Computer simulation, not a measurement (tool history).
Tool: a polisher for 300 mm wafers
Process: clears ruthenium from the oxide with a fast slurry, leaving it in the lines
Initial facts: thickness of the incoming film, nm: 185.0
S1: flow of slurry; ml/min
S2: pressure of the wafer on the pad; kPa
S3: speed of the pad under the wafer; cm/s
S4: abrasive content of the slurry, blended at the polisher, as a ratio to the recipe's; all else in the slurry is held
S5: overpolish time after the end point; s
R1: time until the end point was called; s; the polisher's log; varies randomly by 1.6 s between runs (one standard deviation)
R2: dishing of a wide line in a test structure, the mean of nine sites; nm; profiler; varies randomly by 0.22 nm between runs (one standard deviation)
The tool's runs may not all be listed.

run 1 day=0 | S1=290 S2=12.4 S3=82 S4=1 S5=13 | R1=108.61 R2=19.333
run 2 day=0.342 | S1=290 S2=11.7 S3=82 S4=1 S5=11 | R1=114.54 R2=16.403
run 3 day=0.412 | S1=290 S2=11.7 S3=82 S4=1.1 S5=11 | R1=111.77 R2=16.926
run 4 day=0.571 | S1=290 S2=11.7 S3=94 S4=1.1 S5=11 | R1=98.426 R2=18.524
run 5 day=0.704 | S1=340 S2=11.7 S3=94 S4=1.1 S5=11 | R1=98.064 R2=18.783
run 6 day=1.038 | S1=340 S2=10.3 S3=94 S4=1.1 S5=10 | R1=107.17 R2=15.787
run 7 day=1.183 | S1=340 S2=9 S3=94 S4=1.1 S5=9 | R1=122.94 R2=12.677
run 8 day=1.358 | S1=340 S2=6.9 S3=94 S4=1.1 S5=7 | R1=155.63 R2=7.897
run 9 day=1.538 | S1=345 S2=6.9 S3=94 S4=1.1 S5=7 | R1=156.49 R2=7.7412
run 10 day=1.625 | S1=345 S2=7.6 S3=94 S4=1.1 S5=9 | R1=140.73 R2=10.837

Run 11 has not been measured yet. What should we expect?
run 11 day=1.983 | S1=340 S2=7.6 S3=94 S4=1.1 S5=9 | R1=? R2=?

R1: 138.66 s
R2: 11.253 nm
